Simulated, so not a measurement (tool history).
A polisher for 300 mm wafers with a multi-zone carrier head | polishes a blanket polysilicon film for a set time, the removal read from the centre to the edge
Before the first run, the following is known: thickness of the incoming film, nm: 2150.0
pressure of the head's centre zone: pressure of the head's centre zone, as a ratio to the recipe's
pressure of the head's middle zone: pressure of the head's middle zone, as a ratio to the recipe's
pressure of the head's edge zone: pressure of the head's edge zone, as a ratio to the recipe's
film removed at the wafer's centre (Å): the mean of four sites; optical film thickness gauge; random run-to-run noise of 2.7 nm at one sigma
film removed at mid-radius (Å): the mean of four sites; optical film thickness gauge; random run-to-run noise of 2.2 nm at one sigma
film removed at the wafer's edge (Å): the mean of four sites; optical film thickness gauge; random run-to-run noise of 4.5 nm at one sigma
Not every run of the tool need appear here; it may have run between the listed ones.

run  hour  flow of slurry (ml/min)  pressure of the head's centre zone  pressure of the head's middle zone  pressure of the head's edge zone  polishing time (s)  film removed at the wafer's centre (Å)  film removed at mid-radius (Å)  film removed at the wafer's edge (Å)
  1   0.0                      295                                1.00                                1.00                              1.00                  55                                  2493.8                          2477.5                                2712.5
  2   4.1                      295                                1.00                                1.00                              0.93                  55                                  2504.4                          2471.4                                2613.2
  3   9.8                      305                                1.02                                1.02                              0.95                  56                                  2605.0                          2597.4                                2728.0
  4  11.7                      330                                1.02                                1.02                              0.95                  56                                  2617.6                          2577.7                                2727.4
  5  19.4                      330                                1.02                                1.06                              0.95                  56                                  2626.7                          2693.8                                2732.1
  6  25.8                      330                                1.02                                1.09                              0.95                  56                                  2624.3                          2720.8                                2788.3
  7  30.7                      335                                1.04                                1.10                              0.95                  57                                  2694.5                          2792.3                                2722.1
  8  34.1                      345                                1.05                                1.10                              0.96                  59                                  2812.5                          2949.6                                2886.1
  9  35.9                      350                                1.07                                1.09                              0.96                  60                                  2972.9                          2975.7                                2899.5

For run 10, what comes out?
 10  36.7                      395                                1.17                                1.19                              1.06                  66                                       ?                               ?                                     ?

Run 10 came out at film removed at the wafer's centre (Å) 3591.6, film removed at mid-radius (Å) 3577.4, film removed at the wafer's edge (Å) 3450.6.

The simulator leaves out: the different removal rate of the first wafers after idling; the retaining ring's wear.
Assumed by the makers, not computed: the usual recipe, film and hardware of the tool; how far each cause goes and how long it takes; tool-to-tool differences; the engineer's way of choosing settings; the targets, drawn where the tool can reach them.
